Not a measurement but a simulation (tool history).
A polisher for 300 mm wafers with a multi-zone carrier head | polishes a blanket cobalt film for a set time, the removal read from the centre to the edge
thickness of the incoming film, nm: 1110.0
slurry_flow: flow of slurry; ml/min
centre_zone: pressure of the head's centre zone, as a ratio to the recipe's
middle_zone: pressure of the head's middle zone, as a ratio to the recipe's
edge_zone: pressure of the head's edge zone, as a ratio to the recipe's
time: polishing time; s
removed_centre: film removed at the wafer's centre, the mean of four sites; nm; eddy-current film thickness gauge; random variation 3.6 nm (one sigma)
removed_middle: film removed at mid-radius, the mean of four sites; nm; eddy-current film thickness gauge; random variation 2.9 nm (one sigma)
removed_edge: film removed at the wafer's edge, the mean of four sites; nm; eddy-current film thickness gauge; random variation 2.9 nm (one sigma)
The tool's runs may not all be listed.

run  hour  slurry_flow  centre_zone  middle_zone  edge_zone  time  removed_centre  removed_middle  removed_edge
  1     0          315            1            1          1    74          323.07          317.57        318.56
  2   2.5          315         0.99         1.04       0.96    70           305.3          323.03        289.07
  3   5.9          315         0.96         1.04       0.93    68          280.52          305.21        273.01
  4  13.2          315         0.95         1.05        0.9    67          278.93          307.01         273.4
  5  19.4          315         0.87         1.05        0.9    67          256.47          299.88        260.85
  6  20.3          320         0.88         1.06       0.88    66          246.51          297.12        260.89

Run 7 comes next. What will it give?
  7  27.5          230         0.98         1.16       0.94    59               ?               ?             ?

{"run 7": {"removed_centre": 244.7, "removed_middle": 281.24, "removed_edge": 236.88}}
